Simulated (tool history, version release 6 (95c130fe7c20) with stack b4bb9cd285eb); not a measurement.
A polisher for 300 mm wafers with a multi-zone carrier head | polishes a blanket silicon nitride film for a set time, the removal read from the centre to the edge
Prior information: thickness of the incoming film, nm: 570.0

run	hour	flow of slurry (ml/min)	pressure of the head's centre zone	pressure of the head's middle zone	pressure of the head's edge zone	polishing time (s)	film removed at the wafer's centre (angstrom)	film removed at mid-radius (angstrom)	film removed at the wafer's edge (angstrom)
1	0	320	1	1	1	75	954.11	960.3	950.92
2	2.1	325	1.02	1	1	77	1018.8	1012.6	959.69
3	8.4	325	1.03	0.99	1.01	79	1052.9	984.42	1007.1
4	9.4	325	1.05	1	1.01	81	1089.9	1032.1	999.87
5	14.3	325	1.05	1	0.93	81	1083.7	1046.1	962.72
6	19.5	325	1.06	1	0.94	83	1117	1089.6	990.85
7	23.1	325	1.07	1	0.95	85	1162.3	1084.4	1035.1

Predict the results of run 8:
8	25.2	330	1.08	1.01	0.95	86	?	?	?

Run 8 came out at film removed at the wafer's centre (angstrom) 1196.2, film removed at mid-radius (angstrom) 1081.4, film removed at the wafer's edge (angstrom) 1049.2.
